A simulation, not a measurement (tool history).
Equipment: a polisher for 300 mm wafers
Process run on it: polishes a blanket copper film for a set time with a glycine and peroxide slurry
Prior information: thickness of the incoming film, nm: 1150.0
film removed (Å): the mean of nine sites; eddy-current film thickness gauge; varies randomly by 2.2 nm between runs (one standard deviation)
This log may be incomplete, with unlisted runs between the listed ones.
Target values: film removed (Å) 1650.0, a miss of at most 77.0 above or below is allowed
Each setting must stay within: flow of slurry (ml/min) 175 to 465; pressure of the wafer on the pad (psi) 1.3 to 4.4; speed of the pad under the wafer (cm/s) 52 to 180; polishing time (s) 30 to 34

| run | day | flow of slurry (ml/min) | pressure of the wafer on the pad (psi) | speed of the pad under the wafer (cm/s) | polishing time (s) | film removed (Å) |
|---|---|---|---|---|---|---|
| 1 | 0.000 | 295 | 2.8 | 116 | 34 | 2013.8 |
| 2 | 0.179 | 295 | 2.8 | 132 | 34 | 2234.0 |
| 3 | 0.246 | 295 | 2.5 | 130 | 34 | 1987.4 |
| 4 | 0.317 | 295 | 2.5 | 148 | 34 | 2198.7 |
| 5 | 0.475 | 295 | 2.5 | 138 | 34 | 2121.2 |
| 6 | 0.762 | 295 | 2.3 | 136 | 34 | 1940.7 |
| 7 | 0.908 | 295 | 2.2 | 136 | 34 | 1883.7 |
| 8 | 1.167 | 295 | 2.1 | 136 | 34 | 1779.8 |

Exactly one of the 4 candidate moves below puts every result within its allowed miss. Which one?
| A | 1.425 | 270 | 2.3 | 132 | 34 | ? |
| B | 1.425 | 240 | 2.0 | 160 | 33 | ? |
| C | 1.425 | 310 | 2.2 | 134 | 30 | ? |
| D | 1.425 | 290 | 2.5 | 122 | 32 | ? |

| move | film removed (Å) |
|---|---|
| A | 1873.8 |
| B | 1888.5 |
| C | 1625.4 |
| D | 1777.3 |
A: further off than the last run
B: further off than the last run
C: in spec on every target
D: just as far off the targets as the last run
Move C is the one to make.
